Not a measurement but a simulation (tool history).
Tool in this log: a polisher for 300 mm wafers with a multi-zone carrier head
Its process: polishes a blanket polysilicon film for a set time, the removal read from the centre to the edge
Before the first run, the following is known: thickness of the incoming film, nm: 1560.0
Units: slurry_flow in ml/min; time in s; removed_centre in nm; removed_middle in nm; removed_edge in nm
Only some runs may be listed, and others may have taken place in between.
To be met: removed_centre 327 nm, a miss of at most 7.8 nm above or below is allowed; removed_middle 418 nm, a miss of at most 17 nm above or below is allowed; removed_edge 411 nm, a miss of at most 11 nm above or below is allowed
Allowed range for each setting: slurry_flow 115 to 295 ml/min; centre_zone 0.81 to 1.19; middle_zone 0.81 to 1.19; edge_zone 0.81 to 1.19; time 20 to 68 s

run 1 hour=0 | slurry_flow=190 centre_zone=1 middle_zone=1 edge_zone=1 time=44 | removed_centre=280.34 removed_middle=317.27 removed_edge=323.95
run 2 hour=4.6 | slurry_flow=190 centre_zone=1 middle_zone=1 edge_zone=0.92 time=44 | removed_centre=278.1 removed_middle=319.27 removed_edge=315.2
run 3 hour=13.6 | slurry_flow=195 centre_zone=0.99 middle_zone=1.01 edge_zone=0.94 time=45 | removed_centre=283.16 removed_middle=328.58 removed_edge=317.97
run 4 hour=19.1 | slurry_flow=185 centre_zone=0.99 middle_zone=1.02 edge_zone=0.96 time=46 | removed_centre=286.46 removed_middle=340.78 removed_edge=327.49
-- hour=21.8 centre zone pressure recalibrated
run 5 hour=21.8 | slurry_flow=185 centre_zone=0.98 middle_zone=1.02 edge_zone=0.98 time=47 | removed_centre=327.63 removed_middle=344.22 removed_edge=343.28
run 6 hour=23.5 | slurry_flow=200 centre_zone=1.01 middle_zone=1.01 edge_zone=0.97 time=48 | removed_centre=349.14 removed_middle=350.57 removed_edge=346.4
run 7 hour=32.3 | slurry_flow=190 centre_zone=0.99 middle_zone=1.02 edge_zone=0.99 time=49 | removed_centre=347.24 removed_middle=364.24 removed_edge=358.52
run 8 hour=37.7 | slurry_flow=195 centre_zone=0.89 middle_zone=1.11 edge_zone=1.09 time=50 | removed_centre=319.43 removed_middle=399.07 removed_edge=379.15

Which of these 5 next moves meets every target?
run A hour=43.1 | slurry_flow=155 centre_zone=0.86 middle_zone=1.13 edge_zone=1.19 time=53 | removed_centre=? removed_middle=? removed_edge=?
run B hour=43.1 | slurry_flow=210 centre_zone=0.96 middle_zone=1.16 edge_zone=1.09 time=46 | removed_centre=? removed_middle=? removed_edge=?
run C hour=43.1 | slurry_flow=185 centre_zone=0.94 middle_zone=1.14 edge_zone=1 time=45 | removed_centre=? removed_middle=? removed_edge=?
run D hour=43.1 | slurry_flow=190 centre_zone=0.85 middle_zone=1.07 edge_zone=1.06 time=54 | removed_centre=? removed_middle=? removed_edge=?
run E hour=43.1 | slurry_flow=215 centre_zone=0.85 middle_zone=1.09 edge_zone=1.04 time=50 | removed_centre=? removed_middle=? removed_edge=?

move=A removed_centre=312.84 removed_middle=411.07 removed_edge=418.81
move=B removed_centre=320.73 removed_middle=383.28 removed_edge=360.1
move=C removed_centre=300.74 removed_middle=362.57 removed_edge=333.04
move=D removed_centre=327.41 removed_middle=413.96 removed_edge=412.86
move=E removed_centre=309.32 removed_middle=396.46 removed_edge=383.64
A: the worst result of the last run now meets its target, but another is out of spec
B: its largest miss is bigger than the last run's
C: its largest miss is bigger than the last run's
D: every result lands within tolerance
E: nearer than the last run, and not there yet
The move that meets every target is D.

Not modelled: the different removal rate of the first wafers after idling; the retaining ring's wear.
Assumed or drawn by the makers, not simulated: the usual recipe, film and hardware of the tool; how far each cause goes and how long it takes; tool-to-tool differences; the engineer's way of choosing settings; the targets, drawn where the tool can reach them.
